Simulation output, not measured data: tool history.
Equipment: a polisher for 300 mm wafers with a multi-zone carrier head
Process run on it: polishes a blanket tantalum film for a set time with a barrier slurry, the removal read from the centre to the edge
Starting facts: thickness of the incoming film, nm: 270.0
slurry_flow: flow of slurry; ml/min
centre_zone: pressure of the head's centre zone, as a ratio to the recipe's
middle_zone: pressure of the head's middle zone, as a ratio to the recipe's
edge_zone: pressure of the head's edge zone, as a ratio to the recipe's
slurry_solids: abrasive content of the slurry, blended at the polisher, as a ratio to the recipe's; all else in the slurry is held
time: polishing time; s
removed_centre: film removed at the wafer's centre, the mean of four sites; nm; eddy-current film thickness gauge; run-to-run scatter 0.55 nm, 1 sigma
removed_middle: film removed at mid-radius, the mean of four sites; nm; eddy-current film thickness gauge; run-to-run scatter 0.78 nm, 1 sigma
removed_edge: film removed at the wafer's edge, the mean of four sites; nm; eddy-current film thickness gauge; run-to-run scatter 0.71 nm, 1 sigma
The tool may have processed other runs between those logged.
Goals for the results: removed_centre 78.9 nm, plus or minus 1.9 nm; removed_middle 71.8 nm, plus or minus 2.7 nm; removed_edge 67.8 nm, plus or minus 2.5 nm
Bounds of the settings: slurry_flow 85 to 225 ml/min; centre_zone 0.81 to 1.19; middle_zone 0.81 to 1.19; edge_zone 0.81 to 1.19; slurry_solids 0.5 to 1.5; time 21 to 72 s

run 1 hour=0 | slurry_flow=145 centre_zone=1 middle_zone=1 edge_zone=1 slurry_solids=1 time=46 | removed_centre=56.542 removed_middle=57.803 removed_edge=57.55
run 2 hour=4.5 | slurry_flow=145 centre_zone=0.96 middle_zone=1 edge_zone=1 slurry_solids=1 time=46 | removed_centre=54.152 removed_middle=58.173 removed_edge=56.372
run 3 hour=11.7 | slurry_flow=155 centre_zone=1 middle_zone=1.02 edge_zone=1 slurry_solids=1.05 time=46 | removed_centre=58.221 removed_middle=59.384 removed_edge=58.513
run 4 hour=19 | slurry_flow=160 centre_zone=1.03 middle_zone=1.05 edge_zone=1 slurry_solids=1.1 time=46 | removed_centre=60.866 removed_middle=62.003 removed_edge=57.991
run 5 hour=23.2 | slurry_flow=160 centre_zone=1.03 middle_zone=1.05 edge_zone=0.96 slurry_solids=1.1 time=46 | removed_centre=59.956 removed_middle=62.685 removed_edge=57.77
run 6 hour=29 | slurry_flow=160 centre_zone=0.95 middle_zone=1.05 edge_zone=0.96 slurry_solids=1.1 time=46 | removed_centre=55.729 removed_middle=63.151 removed_edge=57.369
run 7 hour=35 | slurry_flow=165 centre_zone=0.98 middle_zone=1.06 edge_zone=0.98 slurry_solids=1.15 time=46 | removed_centre=58.408 removed_middle=63.673 removed_edge=58.446
run 8 hour=41.8 | slurry_flow=170 centre_zone=1.01 middle_zone=1.07 edge_zone=0.99 slurry_solids=1.2 time=46 | removed_centre=61.288 removed_middle=64.456 removed_edge=60.039
run 9 hour=50.1 | slurry_flow=175 centre_zone=1.04 middle_zone=1.08 edge_zone=1 slurry_solids=1.25 time=46 | removed_centre=63.231 removed_middle=66.493 removed_edge=60.649

Which one of the following 4 next-run settings gets every result inside its allowed miss? There is exactly one.
run A hour=58.4 | slurry_flow=195 centre_zone=1.12 middle_zone=1.08 edge_zone=0.86 slurry_solids=1.35 time=48 | removed_centre=? removed_middle=? removed_edge=?
run B hour=58.4 | slurry_flow=180 centre_zone=1.1 middle_zone=0.87 edge_zone=1.13 slurry_solids=1.25 time=53 | removed_centre=? removed_middle=? removed_edge=?
run C hour=58.4 | slurry_flow=195 centre_zone=1.14 middle_zone=1.04 edge_zone=0.99 slurry_solids=1.3 time=51 | removed_centre=? removed_middle=? removed_edge=?
run D hour=58.4 | slurry_flow=145 centre_zone=1.18 middle_zone=0.99 edge_zone=1.08 slurry_solids=0.9 time=53 | removed_centre=? removed_middle=? removed_edge=?

move=A removed_centre=73.951 removed_middle=70.663 removed_edge=61.656
move=B removed_centre=77.909 removed_middle=63.393 removed_edge=76.108
move=C removed_centre=79.461 removed_middle=72.227 removed_edge=69.535
move=D removed_centre=75.525 removed_middle=64.04 removed_edge=68.149
A: closer than the last run, but not yet in spec
B: the furthest-off result lands on target, but another misses its tolerance
C: meets every target
D: closer than the last run, but not yet in spec
The move that meets every target is C.
